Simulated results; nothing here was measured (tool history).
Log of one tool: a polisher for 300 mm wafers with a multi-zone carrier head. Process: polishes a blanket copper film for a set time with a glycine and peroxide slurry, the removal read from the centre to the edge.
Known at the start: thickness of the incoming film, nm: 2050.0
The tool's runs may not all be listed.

run	hour	flow of slurry (ml/min)	pressure of the head's centre zone	pressure of the head's middle zone	pressure of the head's edge zone	polishing time (s)	film removed at the wafer's centre (Å)	film removed at mid-radius (Å)	film removed at the wafer's edge (Å)
1	0.0	200	1.00	1.00	1.00	84	4208.2	4208.9	4126.5
2	3.0	200	1.00	1.00	1.03	84	4115.8	4341.9	4185.1
3	4.5	195	0.97	1.02	0.99	77	3629.6	3899.4	3765.0
4	9.1	195	0.96	1.04	0.96	72	3401.1	3727.5	3499.0
5	16.7	190	0.95	1.04	0.93	69	3216.0	3503.6	3351.7
6	24.1	190	0.95	1.05	0.91	66	3070.1	3456.0	3092.9

Forecast run 7:
7	31.3	180	0.94	1.04	0.89	65	?	?	?

{"run 7": {"film removed at the wafer's centre (Å)": 2863.7, "film removed at mid-radius (Å)": 3283.5, "film removed at the wafer's edge (Å)": 3030.2}}

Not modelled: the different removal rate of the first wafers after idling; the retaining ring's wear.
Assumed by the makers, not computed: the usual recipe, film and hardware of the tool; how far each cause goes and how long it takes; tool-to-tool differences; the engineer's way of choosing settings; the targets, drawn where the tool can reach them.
